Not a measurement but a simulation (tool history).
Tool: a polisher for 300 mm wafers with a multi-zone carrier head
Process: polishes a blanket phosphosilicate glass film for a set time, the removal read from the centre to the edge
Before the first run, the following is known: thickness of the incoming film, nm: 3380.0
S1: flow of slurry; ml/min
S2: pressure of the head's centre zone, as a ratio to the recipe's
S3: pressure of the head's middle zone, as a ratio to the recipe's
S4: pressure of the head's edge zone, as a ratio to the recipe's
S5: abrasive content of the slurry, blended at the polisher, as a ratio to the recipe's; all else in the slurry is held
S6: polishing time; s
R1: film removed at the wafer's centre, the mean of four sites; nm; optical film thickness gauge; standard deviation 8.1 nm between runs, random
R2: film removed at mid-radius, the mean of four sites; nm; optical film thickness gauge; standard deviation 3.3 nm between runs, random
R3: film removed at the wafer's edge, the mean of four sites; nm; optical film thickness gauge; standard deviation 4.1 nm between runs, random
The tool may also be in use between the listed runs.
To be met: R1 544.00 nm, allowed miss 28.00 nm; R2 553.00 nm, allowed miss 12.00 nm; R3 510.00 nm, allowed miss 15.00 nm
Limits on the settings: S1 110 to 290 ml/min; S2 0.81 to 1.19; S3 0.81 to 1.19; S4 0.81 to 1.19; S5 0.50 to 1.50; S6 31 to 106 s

| run | hour | S1 | S2 | S3 | S4 | S5 | S6 | R1 | R2 | R3 |
|---|---|---|---|---|---|---|---|---|---|---|
| 1 | 0.0 | 185 | 1.00 | 1.00 | 1.00 | 1.00 | 68 | 1048.00 | 942.51 | 940.58 |
| 2 | 5.4 | 205 | 1.00 | 1.00 | 1.00 | 1.00 | 68 | 1033.70 | 951.80 | 961.20 |
| 3 | 6.5 | 195 | 0.97 | 1.00 | 0.97 | 0.90 | 65 | 920.36 | 845.04 | 821.52 |
| 4 | 7.2 | 195 | 0.97 | 1.00 | 0.91 | 0.90 | 65 | 913.41 | 848.08 | 796.42 |
| 5 | 8.6 | 195 | 0.97 | 1.00 | 0.91 | 0.90 | 52 | 710.90 | 682.80 | 647.35 |
| 6 | 10.7 | 195 | 0.91 | 1.00 | 0.91 | 0.90 | 52 | 681.06 | 681.51 | 649.50 |
| 7 | 11.6 | 185 | 0.90 | 0.99 | 0.89 | 0.85 | 52 | 644.56 | 648.13 | 608.20 |
| 8 | 17.9 | 175 | 0.89 | 0.98 | 0.88 | 0.85 | 52 | 616.62 | 634.67 | 591.14 |
|  | 23.4 | centre zone pressure recalibrated |
| 9 | 23.4 | 165 | 0.89 | 0.97 | 0.87 | 0.85 | 52 | 574.77 | 616.84 | 593.35 |

Which one of the following 5 next-run settings gets every result inside its allowed miss? There is exactly one.
| A | 28.9 | 150 | 0.85 | 1.14 | 0.86 | 0.85 | 50 | ? | ? | ? |
| B | 28.9 | 280 | 1.02 | 1.07 | 0.83 | 0.50 | 68 | ? | ? | ? |
| C | 28.9 | 110 | 0.81 | 1.06 | 0.81 | 0.85 | 63 | ? | ? | ? |
| D | 28.9 | 290 | 1.10 | 0.90 | 1.06 | 0.65 | 53 | ? | ? | ? |
| E | 28.9 | 250 | 0.96 | 0.99 | 0.87 | 0.70 | 50 | ? | ? | ? |

| move | R1 | R2 | R3 |
|---|---|---|---|
| A | 509.95 | 666.13 | 553.93 |
| B | 544.61 | 556.02 | 467.67 |
| C | 556.74 | 728.96 | 642.24 |
| D | 625.05 | 516.27 | 558.93 |
| E | 541.41 | 553.64 | 507.77 |
A: lands further from the targets than the last run did
B: the result that was furthest off in the last run now lies on the other side of its target
C: lands further from the targets than the last run did
D: closer than the last run, but not yet in spec
E: every result within its allowed miss
Move E is the one to make.

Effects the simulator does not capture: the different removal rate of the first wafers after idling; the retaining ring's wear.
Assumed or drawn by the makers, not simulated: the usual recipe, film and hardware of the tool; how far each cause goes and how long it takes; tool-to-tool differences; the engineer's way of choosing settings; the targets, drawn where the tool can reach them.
